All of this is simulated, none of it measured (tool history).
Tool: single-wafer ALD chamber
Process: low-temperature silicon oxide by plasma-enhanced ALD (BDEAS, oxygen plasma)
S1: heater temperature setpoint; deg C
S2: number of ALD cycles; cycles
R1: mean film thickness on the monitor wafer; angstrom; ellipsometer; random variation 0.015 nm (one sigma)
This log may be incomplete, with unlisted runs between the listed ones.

| run | day | S1 | S2 | R1 |
|---|---|---|---|---|
| 1 | 0 | 115 | 39 | 51.136 |
| 2 | 0.312 | 114 | 41 | 53.937 |
| 3 | 0.646 | 121 | 41 | 53.119 |
| 4 | 0.683 | 120 | 42 | 54.578 |
| 5 | 0.967 | 119 | 43 | 55.979 |
| 6 | 1.067 | 119 | 40 | 51.92 |
| 7 | 1.296 | 117 | 42 | 55.075 |
| 8 | 1.583 | 115 | 43 | 56.235 |
| 9 | 1.921 | 115 | 44 | 57.675 |

Run 10 is up next; what results do you expect?
| 10 | 2.2 | 115 | 45 | ? |

{"run 10": {"R1": 58.885}}
